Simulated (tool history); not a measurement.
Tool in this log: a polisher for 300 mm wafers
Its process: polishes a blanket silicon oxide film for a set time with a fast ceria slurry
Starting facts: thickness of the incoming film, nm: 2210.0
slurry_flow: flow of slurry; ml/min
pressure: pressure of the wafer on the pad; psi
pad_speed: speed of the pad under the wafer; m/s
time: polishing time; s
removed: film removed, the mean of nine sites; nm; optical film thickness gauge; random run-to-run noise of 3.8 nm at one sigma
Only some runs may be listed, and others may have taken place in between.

run    day  slurry_flow  pressure  pad_speed  time  removed
  1  0.000          200       1.7       0.80    63   397.79
  2  0.192          200       1.7       0.74    63   383.80
  3  0.421          235       1.7       0.74    63   385.22
  4  0.667          235       1.8       0.74    63   412.57
  5  0.896          235       1.8       0.74    57   368.90
  6  1.246          235       1.9       0.74    57   395.80
  7  1.446          235       2.0       0.74    57   420.23

Run 8 comes next. What will it give?
     1.525  -- slurry nozzle cleaned
  8  1.525          235       2.1       0.74    57        ?

removed: 445.43 nm

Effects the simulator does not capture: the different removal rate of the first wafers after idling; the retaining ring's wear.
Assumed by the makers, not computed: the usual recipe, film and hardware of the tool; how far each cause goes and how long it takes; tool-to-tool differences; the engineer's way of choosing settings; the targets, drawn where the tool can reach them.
